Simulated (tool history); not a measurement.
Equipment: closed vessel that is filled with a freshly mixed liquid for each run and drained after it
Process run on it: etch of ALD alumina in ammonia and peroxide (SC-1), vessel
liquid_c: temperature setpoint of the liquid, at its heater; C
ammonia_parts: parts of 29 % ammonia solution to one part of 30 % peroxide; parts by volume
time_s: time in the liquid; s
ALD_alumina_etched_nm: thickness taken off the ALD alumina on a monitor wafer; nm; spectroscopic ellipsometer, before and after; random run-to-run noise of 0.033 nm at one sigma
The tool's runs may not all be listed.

run	day	liquid_c	ammonia_parts	time_s	ALD_alumina_etched_nm
1	0.000	48.0	0.9	165	6.0686
2	0.179	51.5	0.9	165	7.3072
3	0.375	47.5	0.9	165	5.9265
4	0.704	53.5	0.9	165	8.3266
5	0.867	49.0	0.9	165	6.3767
6	1.000	45.5	0.9	165	5.3054

Run 7 is up next; what results do you expect?
7	1.304	43.0	0.9	165	?

{"run 7": {"ALD_alumina_etched_nm": 4.6548}}
